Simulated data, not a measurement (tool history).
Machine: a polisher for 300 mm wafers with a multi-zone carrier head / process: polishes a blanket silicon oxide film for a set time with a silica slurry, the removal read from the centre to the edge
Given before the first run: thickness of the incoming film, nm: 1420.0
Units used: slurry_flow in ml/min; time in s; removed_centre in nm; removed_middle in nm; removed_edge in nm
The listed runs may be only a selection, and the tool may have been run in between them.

run 1 day=0 | slurry_flow=285 centre_zone=1 middle_zone=1 edge_zone=1 slurry_solids=1 time=63 | removed_centre=175.85 removed_middle=174.84 removed_edge=168.17
run 2 day=0.079 | slurry_flow=280 centre_zone=1 middle_zone=0.99 edge_zone=0.97 slurry_solids=1 time=63 | removed_centre=175.06 removed_middle=170.98 removed_edge=165.34
run 3 day=0.104 | slurry_flow=275 centre_zone=1 middle_zone=0.99 edge_zone=0.95 slurry_solids=1 time=63 | removed_centre=174.8 removed_middle=170.85 removed_edge=162.88
run 4 day=0.379 | slurry_flow=270 centre_zone=1 middle_zone=0.98 edge_zone=0.93 slurry_solids=1 time=63 | removed_centre=172.94 removed_middle=169.13 removed_edge=165.08
run 5 day=0.496 | slurry_flow=270 centre_zone=1 middle_zone=0.98 edge_zone=0.86 slurry_solids=1 time=63 | removed_centre=172.08 removed_middle=171.79 removed_edge=159.08
run 6 day=0.562 | slurry_flow=270 centre_zone=1.01 middle_zone=0.97 edge_zone=0.85 slurry_solids=1 time=63 | removed_centre=177.68 removed_middle=168.82 removed_edge=157.1
run 7 day=0.604 | slurry_flow=265 centre_zone=1.01 middle_zone=0.97 edge_zone=0.84 slurry_solids=1 time=63 | removed_centre=175.74 removed_middle=169.91 removed_edge=154.04
run 8 day=0.733 | slurry_flow=260 centre_zone=1.01 middle_zone=0.96 edge_zone=0.84 slurry_solids=1 time=63 | removed_centre=176.12 removed_middle=167.92 removed_edge=153.63

Predict the results of run 9:
run 9 day=0.796 | slurry_flow=255 centre_zone=1 middle_zone=0.95 edge_zone=0.84 slurry_solids=1 time=63 | removed_centre=? removed_middle=? removed_edge=?

removed_centre: 171.97 nm
removed_middle: 166.04 nm
removed_edge: 154.78 nm
